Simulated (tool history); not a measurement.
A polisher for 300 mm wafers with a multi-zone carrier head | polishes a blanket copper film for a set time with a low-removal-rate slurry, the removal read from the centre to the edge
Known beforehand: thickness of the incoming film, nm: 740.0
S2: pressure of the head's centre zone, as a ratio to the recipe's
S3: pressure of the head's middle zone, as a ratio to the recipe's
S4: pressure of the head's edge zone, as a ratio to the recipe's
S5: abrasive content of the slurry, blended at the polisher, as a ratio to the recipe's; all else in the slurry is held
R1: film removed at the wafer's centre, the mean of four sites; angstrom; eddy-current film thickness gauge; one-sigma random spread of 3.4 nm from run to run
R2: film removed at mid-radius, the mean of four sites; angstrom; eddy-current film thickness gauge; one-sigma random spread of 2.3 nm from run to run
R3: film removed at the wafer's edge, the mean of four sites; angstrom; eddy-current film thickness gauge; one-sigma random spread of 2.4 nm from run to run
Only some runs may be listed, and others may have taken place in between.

{"run": 1, "hour": 0.0, "flow of slurry (ml/min)": 125, "S2": 1, "S3": 1, "S4": 1, "S5": 1, "polishing time (s)": 71, "R1": 2686.3, "R2": 2547.5, "R3": 2567.6}
{"run": 2, "hour": 8.3, "flow of slurry (ml/min)": 125, "S2": 1, "S3": 1, "S4": 1, "S5": 0.8, "polishing time (s)": 71, "R1": 2412.8, "R2": 2437.8, "R3": 2447.2}
{"run": 3, "hour": 9.7, "flow of slurry (ml/min)": 125, "S2": 1, "S3": 1, "S4": 1, "S5": 0.65, "polishing time (s)": 71, "R1": 2330.5, "R2": 2289.5, "R3": 2291.2}
{"run": 4, "hour": 14.6, "flow of slurry (ml/min)": 130, "S2": 1, "S3": 1.01, "S4": 1.02, "S5": 0.7, "polishing time (s)": 71, "R1": 2420.2, "R2": 2412.3, "R3": 2416}
{"run": 5, "hour": 18.9, "flow of slurry (ml/min)": 160, "S2": 1, "S3": 1.01, "S4": 1.02, "S5": 0.7, "polishing time (s)": 71, "R1": 2579.7, "R2": 2522.9, "R3": 2462.3}
{"run": 6, "hour": 26.0, "flow of slurry (ml/min)": 160, "S2": 1, "S3": 1.01, "S4": 0.96, "S5": 0.7, "polishing time (s)": 71, "R1": 2570, "R2": 2472.7, "R3": 2441.3}
{"run": 7, "hour": 32.2, "flow of slurry (ml/min)": 160, "S2": 0.99, "S3": 1.01, "S4": 0.98, "S5": 0.75, "polishing time (s)": 71, "R1": 2530.5, "R2": 2584, "R3": 2468.5}

Run 8 is up next; what results do you expect?
{"run": 8, "hour": 34.3, "flow of slurry (ml/min)": 160, "S2": 0.98, "S3": 1.01, "S4": 1, "S5": 0.8, "polishing time (s)": 71, "R1": "?", "R2": "?", "R3": "?"}

Run 8 measured R1 2538.4 angstrom, R2 2596.4 angstrom, R3 2517.8 angstrom.
